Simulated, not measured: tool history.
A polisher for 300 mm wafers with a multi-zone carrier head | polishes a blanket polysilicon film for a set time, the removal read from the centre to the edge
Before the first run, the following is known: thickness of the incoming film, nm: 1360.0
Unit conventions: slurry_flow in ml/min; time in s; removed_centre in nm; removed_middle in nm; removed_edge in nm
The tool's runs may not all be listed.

run,hour,slurry_flow,centre_zone,middle_zone,edge_zone,time,removed_centre,removed_middle,removed_edge
1,0,245,1,1,1,66,342.04,352.49,366.59
2,5.8,245,1.08,1,1,66,364.33,360.53,362.85
3,7,255,1.09,1.01,1.03,71,400.85,389.04,404.86
4,11,265,1.11,1.04,1.05,74,426.66,415.67,422.79
5,15.7,265,1.11,0.95,1.05,74,423.88,381.41,422.06
6,17,270,1.12,0.98,1.07,77,447,407.49,453.8
7,18.7,275,1.13,1.01,1.08,79,470.63,431.11,458.88
8,25.3,275,1.12,1.02,1.09,82,478.09,447.11,480.14
9,27.4,275,1.12,1.04,1.1,84,492.08,472.61,494.11
10,30.3,280,1.12,1.05,1.11,86,501.21,482.38,519.94

Expected results for the next run?
11,32,285,1.13,1.07,1.12,87,?,?,?

removed_centre: 517.94 nm
removed_middle: 499.01 nm
removed_edge: 520.27 nm
